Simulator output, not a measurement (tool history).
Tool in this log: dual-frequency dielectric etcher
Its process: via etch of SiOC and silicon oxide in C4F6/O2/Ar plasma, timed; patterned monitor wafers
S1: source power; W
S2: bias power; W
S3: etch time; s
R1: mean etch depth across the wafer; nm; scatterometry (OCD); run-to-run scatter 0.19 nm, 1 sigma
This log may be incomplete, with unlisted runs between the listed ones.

run  hour   S1   S2    S3      R1
  1     0  260  227  40.5  42.515
  2   2.5  260  201  40.5  40.424
  3   5.6  280  217  40.5  42.926
  4   9.7  280  217  40.5  42.862
  5  18.4  300  229  40.5  44.753
  6    21  260  229  40.5  42.548
  7  23.9  310  275  40.5  48.606

Run 8 has not been measured yet. What should we expect?
  8    25  310  277  40.5   ?

R1: 48.74 nm
